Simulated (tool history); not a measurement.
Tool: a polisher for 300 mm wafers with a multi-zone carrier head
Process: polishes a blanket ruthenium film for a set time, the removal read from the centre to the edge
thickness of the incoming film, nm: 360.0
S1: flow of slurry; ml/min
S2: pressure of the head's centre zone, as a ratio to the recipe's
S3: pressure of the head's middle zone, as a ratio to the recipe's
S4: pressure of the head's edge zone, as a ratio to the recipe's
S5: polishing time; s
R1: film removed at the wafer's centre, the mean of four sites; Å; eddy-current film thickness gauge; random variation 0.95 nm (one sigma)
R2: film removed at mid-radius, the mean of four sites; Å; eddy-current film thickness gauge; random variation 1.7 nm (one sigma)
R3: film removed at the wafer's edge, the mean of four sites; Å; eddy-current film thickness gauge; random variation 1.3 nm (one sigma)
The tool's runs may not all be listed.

run  hour   S1    S2    S3    S4  S5       R1      R2       R3
  1   0.0  305  1.00  1.00  1.00  86   976.48  1001.9   970.53
  2   2.8  305  1.00  1.06  1.00  86   972.42  1039.7   966.07
  3   3.7  305  1.00  1.06  1.08  86   976.43  1062.9  1012.70
  4   5.1  305  0.97  1.06  1.08  86   947.04  1049.3  1014.90
  5  12.2  305  0.95  1.07  1.10  91   975.69  1119.2  1078.50
  6  14.3  305  0.94  1.07  1.12  95  1013.40  1177.6  1132.80
  7  20.1  305  0.92  1.07  1.13  99  1052.60  1229.4  1182.20

Run 8 comes next. What will it give?
  8  20.8  305  0.92  1.07  1.13  99   ?   ?   ?

R1: 1033.80 Å
R2: 1210.9 Å
R3: 1197.20 Å

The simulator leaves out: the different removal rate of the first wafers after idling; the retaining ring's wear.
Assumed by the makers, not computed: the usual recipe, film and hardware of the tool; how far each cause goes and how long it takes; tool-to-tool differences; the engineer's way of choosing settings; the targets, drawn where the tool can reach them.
